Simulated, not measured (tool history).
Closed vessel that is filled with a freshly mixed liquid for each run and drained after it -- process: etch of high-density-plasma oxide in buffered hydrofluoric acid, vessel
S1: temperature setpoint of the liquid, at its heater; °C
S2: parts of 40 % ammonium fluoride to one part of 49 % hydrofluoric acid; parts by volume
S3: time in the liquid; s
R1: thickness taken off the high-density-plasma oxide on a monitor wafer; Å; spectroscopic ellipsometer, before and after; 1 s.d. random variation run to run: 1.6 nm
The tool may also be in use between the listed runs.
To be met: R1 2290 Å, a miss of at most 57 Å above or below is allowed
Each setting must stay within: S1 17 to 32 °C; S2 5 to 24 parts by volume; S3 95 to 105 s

run 1 hour=0 | S1=24 S2=14.5 S3=95 | R1=854.58
run 2 hour=6.5 | S1=25.5 S2=13 S3=95 | R1=1031.3
run 3 hour=11.8 | S1=25.5 S2=13 S3=105 | R1=1158.2
run 4 hour=13.9 | S1=25.5 S2=13 S3=95 | R1=1045.1
run 5 hour=20.4 | S1=25.5 S2=13 S3=95 | R1=1038
run 6 hour=23.3 | S1=26.5 S2=12 S3=95 | R1=1183.6
run 7 hour=24.6 | S1=27.5 S2=11 S3=95 | R1=1372.1
run 8 hour=33.4 | S1=28.5 S2=10.5 S3=95 | R1=1518.6
run 9 hour=42.5 | S1=29 S2=10 S3=95 | R1=1624.3
run 10 hour=43.6 | S1=29 S2=10 S3=95 | R1=1609.4
run 11 hour=50.3 | S1=29.5 S2=9.5 S3=95 | R1=1721
run 12 hour=54.8 | S1=32 S2=7 S3=95 | R1=2687.6
run 13 hour=58.1 | S1=31.5 S2=7 S3=95 | R1=2556.3
run 14 hour=61.9 | S1=31 S2=7 S3=95 | R1=2530.7
run 15 hour=68.9 | S1=30.5 S2=7 S3=95 | R1=2465.6
run 16 hour=71.1 | S1=30 S2=7 S3=95 | R1=2392.6

5 candidate next runs follow, results not yet known. Just one meets every target within its allowed miss. Identify it.
run A hour=73.3 | S1=30 S2=7.5 S3=105 | R1=?
run B hour=73.3 | S1=29.5 S2=7.5 S3=95 | R1=?
run C hour=73.3 | S1=26.5 S2=6 S3=100 | R1=?
run D hour=73.3 | S1=31.5 S2=7.5 S3=95 | R1=?
run E hour=73.3 | S1=28.5 S2=7.5 S3=105 | R1=?

move=A R1=2467.6
move=B R1=2174.8
move=C R1=2403.6
move=D R1=2414.1
move=E R1=2280.3
A: further off than the last run
B: the result that was furthest off in the last run now lies on the other side of its target
C: further off than the last run
D: further off than the last run
E: all results in spec
The right move is E.
